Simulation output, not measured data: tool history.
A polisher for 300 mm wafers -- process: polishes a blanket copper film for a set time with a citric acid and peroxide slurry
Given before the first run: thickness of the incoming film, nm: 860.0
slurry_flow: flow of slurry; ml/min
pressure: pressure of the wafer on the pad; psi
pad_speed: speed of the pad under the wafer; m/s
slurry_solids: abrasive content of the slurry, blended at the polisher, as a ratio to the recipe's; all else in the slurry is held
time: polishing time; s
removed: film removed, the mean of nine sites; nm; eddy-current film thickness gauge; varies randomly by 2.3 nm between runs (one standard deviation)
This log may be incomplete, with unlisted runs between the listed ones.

Run 1, hour 0.0: slurry_flow 155 ml/min, pressure 2.9 psi, pad_speed 0.96 m/s, slurry_solids 1.0, time 74 s. Result: removed 129.11 nm.
Run 2, hour 7.6: slurry_flow 155 ml/min, pressure 2.9 psi, pad_speed 0.80 m/s, slurry_solids 1.0, time 74 s. Result: removed 110.93 nm.
Run 3, hour 15.8: slurry_flow 155 ml/min, pressure 3.2 psi, pad_speed 0.80 m/s, slurry_solids 1.0, time 74 s. Result: removed 125.13 nm.
Run 4, hour 24.2: slurry_flow 155 ml/min, pressure 3.2 psi, pad_speed 0.80 m/s, slurry_solids 1.0, time 74 s. Result: removed 122.63 nm.
Run 5, hour 25.9: slurry_flow 155 ml/min, pressure 3.4 psi, pad_speed 0.80 m/s, slurry_solids 1.0, time 74 s. Result: removed 130.55 nm.
Run 6, hour 32.7: slurry_flow 155 ml/min, pressure 2.8 psi, pad_speed 0.80 m/s, slurry_solids 1.0, time 74 s. Result: removed 111.97 nm.
Run 7, hour 38.2: slurry_flow 155 ml/min, pressure 3.2 psi, pad_speed 0.82 m/s, slurry_solids 1.0, time 74 s. Result: removed 126.16 nm.
Run 8, hour 39.9: slurry_flow 155 ml/min, pressure 3.4 psi, pad_speed 0.82 m/s, slurry_solids 1.0, time 74 s. Result: removed 134.36 nm.
Run 9, hour 47.5: slurry_flow 155 ml/min, pressure 3.4 psi, pad_speed 0.82 m/s, slurry_solids 1.0, time 74 s. Result: removed 130.77 nm.

Run 10 is up next; what results do you expect?
Run 10, hour 48.4: slurry_flow 165 ml/min, pressure 4.2 psi, pad_speed 0.84 m/s, slurry_solids 1.0, time 74 s. Result: removed ?.

removed: 167.51 nm
